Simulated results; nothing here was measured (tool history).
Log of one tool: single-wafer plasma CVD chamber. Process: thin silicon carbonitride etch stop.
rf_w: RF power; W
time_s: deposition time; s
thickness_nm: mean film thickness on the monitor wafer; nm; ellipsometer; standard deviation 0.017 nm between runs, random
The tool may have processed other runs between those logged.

Run 1, hour 0.0: rf_w 210 W, time_s 7.79 s. Result: thickness_nm 4.4728 nm.
Run 2, hour 1.4: rf_w 205 W, time_s 7.70 s. Result: thickness_nm 4.3960 nm.
Run 3, hour 5.4: rf_w 200 W, time_s 7.61 s. Result: thickness_nm 4.2820 nm.
Run 4, hour 12.7: rf_w 200 W, time_s 8.66 s. Result: thickness_nm 4.8643 nm.
Run 5, hour 15.3: rf_w 195 W, time_s 8.47 s. Result: thickness_nm 4.7548 nm.
Run 6, hour 21.9: rf_w 190 W, time_s 8.28 s. Result: thickness_nm 4.6128 nm.
Run 7, hour 24.6: rf_w 155 W, time_s 7.03 s. Result: thickness_nm 3.7039 nm.
Run 8, hour 31.9: rf_w 160 W, time_s 7.04 s. Result: thickness_nm 3.7281 nm.

What does the tool deliver on the next run?
Run 9, hour 34.0: rf_w 160 W, time_s 7.05 s. Result: thickness_nm ?.

Logged for run 9: thickness_nm 3.7278 nm.

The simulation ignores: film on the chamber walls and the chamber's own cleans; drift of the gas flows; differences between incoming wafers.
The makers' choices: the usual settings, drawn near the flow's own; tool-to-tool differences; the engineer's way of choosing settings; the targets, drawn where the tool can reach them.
